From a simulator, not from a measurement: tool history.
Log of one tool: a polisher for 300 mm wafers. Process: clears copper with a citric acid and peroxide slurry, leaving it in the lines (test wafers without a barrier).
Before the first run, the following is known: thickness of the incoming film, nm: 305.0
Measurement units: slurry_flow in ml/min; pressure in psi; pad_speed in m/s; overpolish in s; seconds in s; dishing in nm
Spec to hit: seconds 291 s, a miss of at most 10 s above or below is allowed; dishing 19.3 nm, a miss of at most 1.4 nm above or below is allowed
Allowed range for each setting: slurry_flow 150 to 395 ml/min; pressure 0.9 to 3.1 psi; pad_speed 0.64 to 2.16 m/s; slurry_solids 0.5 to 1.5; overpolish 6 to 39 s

run	day	slurry_flow	pressure	pad_speed	slurry_solids	overpolish	seconds	dishing
1	0	250	2	1.4	1	20	151.75	29.451
2	0.138	250	2	1.68	1	20	127.8	34.358
3	0.479	250	1.8	1.68	1	20	142.69	31.757
4	0.579	220	1.8	1.68	1	20	142.37	31.019
5	0.742	220	1.8	1.46	1	20	166.5	26.574
6	1.042	220	1.8	1.46	0.8	20	175.67	25.415
7	1.408	220	1.8	1.46	0.8	20	177.34	25.338
8	1.667	220	1.8	1.46	0.8	20	174.08	25.045
9	1.796	220	1.8	1.46	0.8	20	174.6	25.768
10	2.021	220	1.6	1.46	0.8	21	196.99	24.433
11	2.05	220	1.5	1.46	0.8	21	204.44	22.934
12	2.308	220	1.4	1.44	0.8	22	227.98	22.803
13	2.475	220	1.3	1.44	0.8	22	244.91	21.172
14	2.825	220	1.3	1.44	0.8	22	243.17	19.952
15	3.038	220	1.3	1.44	0.8	23	247.61	21.711
16	3.167	220	1.2	1.44	0.8	23	262.57	19.403

Which single option among these 4 for the next run brings every result within its allowed miss of target? Just one does.
A	3.296	200	1.3	1.2	0.65	26	?	?
B	3.296	225	1.1	1.4	0.8	26	?	?
C	3.296	190	1.2	1.62	0.75	20	?	?
D	3.296	220	1.4	1.5	0.75	20	?	?

move	seconds	dishing
A	312.91	18.75
B	293.62	19.759
C	245.39	18.353
D	223.03	20.163
A: takes the biggest miss from the last run beyond its target
B: all results in spec
C: further off than the last run
D: further off than the last run
The right move is B.
